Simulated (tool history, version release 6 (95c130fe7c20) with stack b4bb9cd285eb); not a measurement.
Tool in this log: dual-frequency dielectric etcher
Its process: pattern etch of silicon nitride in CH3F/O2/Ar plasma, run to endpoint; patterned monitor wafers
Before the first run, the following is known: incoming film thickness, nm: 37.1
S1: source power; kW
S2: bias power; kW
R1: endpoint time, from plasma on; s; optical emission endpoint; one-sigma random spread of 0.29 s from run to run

Run 1, day 0: S1 0.43 kW, S2 0.064 kW. Result: R1 59.315 s.
Run 2, day 0.2: S1 0.4 kW, S2 0.061 kW. Result: R1 62.254 s.
Run 3, day 0.55: S1 0.4 kW, S2 0.05 kW. Result: R1 65.522 s.
Run 4, day 0.875: S1 0.4 kW, S2 0.042 kW. Result: R1 69.407 s.
Run 5, day 1.142: S1 0.39 kW, S2 0.042 kW. Result: R1 69.816 s.
Run 6, day 1.217: S1 0.38 kW, S2 0.042 kW. Result: R1 71.372 s.

Run 7 is up next; what results do you expect?
Run 7, day 1.4: S1 0.37 kW, S2 0.042 kW. Result: R1 ?.

R1: 71.648 s
